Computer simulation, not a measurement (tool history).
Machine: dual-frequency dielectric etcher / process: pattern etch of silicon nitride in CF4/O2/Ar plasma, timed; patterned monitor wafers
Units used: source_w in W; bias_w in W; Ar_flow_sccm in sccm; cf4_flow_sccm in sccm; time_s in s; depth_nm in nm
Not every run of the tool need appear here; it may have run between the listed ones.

run,hour,source_w,bias_w,Ar_flow_sccm,cf4_flow_sccm,time_s,depth_nm
1,0.0,490,65,94,111,105.5,201.75
2,7.1,490,65,78,111,105.5,205.57
3,13.2,430,62,79,110,105.5,174.94
4,17.8,400,62,79,110,105.5,163.35
5,19.4,380,62,79,110,105.5,155.12
6,23.2,380,62,79,110,110.5,162.48

Run 7 comes next. What will it give?
7,31.6,380,62,79,110,110.5,?

For run 7 the tool returned depth_nm 161.33 nm.

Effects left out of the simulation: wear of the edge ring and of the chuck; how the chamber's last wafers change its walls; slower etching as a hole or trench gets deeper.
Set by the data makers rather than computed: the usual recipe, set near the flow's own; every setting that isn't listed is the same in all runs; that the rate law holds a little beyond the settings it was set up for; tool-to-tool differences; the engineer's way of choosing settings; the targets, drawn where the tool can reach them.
